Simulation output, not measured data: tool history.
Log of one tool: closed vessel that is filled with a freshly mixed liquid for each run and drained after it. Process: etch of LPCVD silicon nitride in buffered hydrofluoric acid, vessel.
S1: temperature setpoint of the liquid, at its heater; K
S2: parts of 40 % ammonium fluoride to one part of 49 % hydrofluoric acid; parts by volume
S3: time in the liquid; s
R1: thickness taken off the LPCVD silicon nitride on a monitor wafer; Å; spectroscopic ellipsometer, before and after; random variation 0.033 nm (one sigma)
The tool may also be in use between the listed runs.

Run 1, hour 0.0: S1 297.15 K, S2 15.5 parts by volume, S3 1960 s. Result: R1 126.42 Å.
Run 2, hour 5.1: S1 298.65 K, S2 15.5 parts by volume, S3 1960 s. Result: R1 136.63 Å.
Run 3, hour 11.4: S1 296.15 K, S2 15.5 parts by volume, S3 1960 s. Result: R1 119.62 Å.
Run 4, hour 12.2: S1 296.15 K, S2 13.0 parts by volume, S3 1960 s. Result: R1 143.04 Å.
Run 5, hour 15.9: S1 296.15 K, S2 13.0 parts by volume, S3 1960 s. Result: R1 142.89 Å.
Run 6, hour 22.1: S1 296.15 K, S2 13.0 parts by volume, S3 2110 s. Result: R1 152.12 Å.

Run 7 comes next. What will it give?
Run 7, hour 22.9: S1 294.15 K, S2 14.0 parts by volume, S3 2110 s. Result: R1 ?.

Run 7 gave R1 127.36 Å.
